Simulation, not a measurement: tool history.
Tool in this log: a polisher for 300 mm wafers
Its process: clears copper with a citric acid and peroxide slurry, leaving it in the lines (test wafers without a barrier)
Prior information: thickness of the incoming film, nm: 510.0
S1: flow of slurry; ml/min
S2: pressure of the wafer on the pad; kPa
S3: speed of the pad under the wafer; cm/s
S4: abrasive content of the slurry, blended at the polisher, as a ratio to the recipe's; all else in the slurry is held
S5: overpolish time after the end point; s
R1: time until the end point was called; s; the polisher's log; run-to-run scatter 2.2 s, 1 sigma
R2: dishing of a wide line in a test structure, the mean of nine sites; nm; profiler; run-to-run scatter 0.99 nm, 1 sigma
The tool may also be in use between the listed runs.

run,hour,S1,S2,S3,S4,S5,R1,R2
1,0,215,27.6,140,1,22,179.22,44.064
2,6.9,215,27.6,140,1,29,176.72,55.501
3,13,215,27.6,140,1,31,177.69,59.416
4,17.4,215,27.6,140,1,32,175.23,61.052
5,25.6,215,33.8,140,1,32,146.26,68.775
6,26.6,215,33.8,162,1,32,126.35,76.508
7,27.2,215,30.3,160,1,33,141.97,72.713

Run 8, settings as shown, results not yet in. Your forecast:
8,29.1,215,27.6,160,1,33,?,?

Run 8 measured R1 155.71 s, R2 67.183 nm.
